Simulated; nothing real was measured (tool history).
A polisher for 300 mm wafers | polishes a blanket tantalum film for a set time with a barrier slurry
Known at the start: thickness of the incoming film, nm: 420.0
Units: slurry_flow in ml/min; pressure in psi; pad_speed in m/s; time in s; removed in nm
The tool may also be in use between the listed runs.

Run 1, hour 0.0: slurry_flow 150 ml/min, pressure 2.4 psi, pad_speed 1.20 m/s, slurry_solids 1.00, time 27 s. Result: removed 65.097 nm.
Run 2, hour 7.2: slurry_flow 165 ml/min, pressure 2.4 psi, pad_speed 1.20 m/s, slurry_solids 1.00, time 27 s. Result: removed 65.338 nm.
Run 3, hour 12.8: slurry_flow 165 ml/min, pressure 2.5 psi, pad_speed 1.20 m/s, slurry_solids 1.00, time 27 s. Result: removed 67.265 nm.
Run 4, hour 21.6: slurry_flow 165 ml/min, pressure 2.0 psi, pad_speed 1.20 m/s, slurry_solids 1.00, time 27 s. Result: removed 58.577 nm.
At hour 28.2: slurry blender recalibrated.
Run 5, hour 28.2: slurry_flow 165 ml/min, pressure 1.7 psi, pad_speed 1.20 m/s, slurry_solids 1.00, time 27 s. Result: removed 61.063 nm.
Run 6, hour 31.3: slurry_flow 165 ml/min, pressure 1.7 psi, pad_speed 1.20 m/s, slurry_solids 1.15, time 27 s. Result: removed 63.219 nm.

Run 7 comes next. What will it give?
Run 7, hour 40.2: slurry_flow 165 ml/min, pressure 1.9 psi, pad_speed 1.20 m/s, slurry_solids 1.15, time 27 s. Result: removed ?.

Run 7 gave removed 67.632 nm.
